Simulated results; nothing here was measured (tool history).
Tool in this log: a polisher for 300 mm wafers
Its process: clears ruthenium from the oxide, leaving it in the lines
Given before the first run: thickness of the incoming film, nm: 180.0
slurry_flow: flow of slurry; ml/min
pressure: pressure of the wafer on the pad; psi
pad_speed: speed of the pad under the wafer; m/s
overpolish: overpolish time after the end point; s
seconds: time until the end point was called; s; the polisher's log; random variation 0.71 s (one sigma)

Run 1, hour 0.0: slurry_flow 205 ml/min, pressure 2.8 psi, pad_speed 1.12 m/s, overpolish 20 s. Result: seconds 87.020 s.
Run 2, hour 2.2: slurry_flow 230 ml/min, pressure 2.8 psi, pad_speed 1.12 m/s, overpolish 20 s. Result: seconds 87.134 s.
Run 3, hour 7.5: slurry_flow 230 ml/min, pressure 3.0 psi, pad_speed 1.12 m/s, overpolish 20 s. Result: seconds 82.020 s.
Run 4, hour 10.1: slurry_flow 230 ml/min, pressure 2.6 psi, pad_speed 1.12 m/s, overpolish 20 s. Result: seconds 93.260 s.
Run 5, hour 18.3: slurry_flow 230 ml/min, pressure 2.9 psi, pad_speed 1.12 m/s, overpolish 20 s. Result: seconds 81.966 s.
Run 6, hour 26.6: slurry_flow 255 ml/min, pressure 2.9 psi, pad_speed 1.12 m/s, overpolish 20 s. Result: seconds 80.709 s.
Run 7, hour 29.5: slurry_flow 265 ml/min, pressure 3.0 psi, pad_speed 1.12 m/s, overpolish 20 s. Result: seconds 78.959 s.

Expected results for the next run?
Run 8, hour 33.3: slurry_flow 265 ml/min, pressure 3.0 psi, pad_speed 1.12 m/s, overpolish 20 s. Result: seconds ?.

Run 8 gave seconds 80.744 s.
